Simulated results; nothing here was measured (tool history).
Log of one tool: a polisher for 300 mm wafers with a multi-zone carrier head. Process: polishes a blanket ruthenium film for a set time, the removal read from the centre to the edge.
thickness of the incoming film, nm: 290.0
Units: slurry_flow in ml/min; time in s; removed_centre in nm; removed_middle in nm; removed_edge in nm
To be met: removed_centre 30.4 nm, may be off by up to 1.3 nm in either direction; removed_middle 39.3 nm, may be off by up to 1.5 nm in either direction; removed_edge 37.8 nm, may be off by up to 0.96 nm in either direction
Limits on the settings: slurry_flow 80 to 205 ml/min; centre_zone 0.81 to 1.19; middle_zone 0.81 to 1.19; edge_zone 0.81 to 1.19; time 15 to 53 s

run,hour,slurry_flow,centre_zone,middle_zone,edge_zone,time,removed_centre,removed_middle,removed_edge
1,0,135,1,1,1,34,29.401,29.714,30.437
2,7.7,145,0.97,1.04,1.04,35,31.161,31.635,31.925
3,14.5,145,0.97,1.07,1.04,35,30.356,33.002,32.347
4,17.6,145,0.97,1.07,1.01,35,30.037,32.054,31.811
5,24.4,145,0.97,1.07,1.09,35,30.199,33.444,32.879
6,32.6,145,0.97,1.07,1.09,40,34.565,37.168,37.455
7,38.9,140,0.95,1.09,1.1,40,33.342,38.046,37.377
8,47.1,135,0.93,1.1,1.11,40,32.837,37.863,37.689
9,49,135,0.91,1.12,1.11,40,31.98,38.171,37.457
10,56.9,135,0.9,1.13,1.12,40,32.576,38.211,37.616
# hour 65.2: worn pad replaced by a new one
11,65.2,130,0.88,1.15,1.14,40,32.628,41.401,41.139

5 next moves are on the table. One of them brings every result within its allowed miss. Which?
A,73.5,135,0.85,1.04,1.16,43,?,?,?
B,73.5,130,0.84,1.11,1.19,43,?,?,?
C,73.5,140,0.93,1.04,1.16,40,?,?,?
D,73.5,140,0.87,1.19,1.19,36,?,?,?
E,73.5,110,0.9,0.94,1.15,47,?,?,?

move,removed_centre,removed_middle,removed_edge
A,35.115,41.697,44.02
B,34.448,43.692,44.291
C,35.484,39.093,41.187
D,30.271,39.503,37.49
E,37.811,39.681,46.225
A: the biggest miss grows against the last run
B: the biggest miss grows against the last run
C: the biggest miss grows against the last run
D: meets every target
E: the biggest miss grows against the last run
The right move is D.
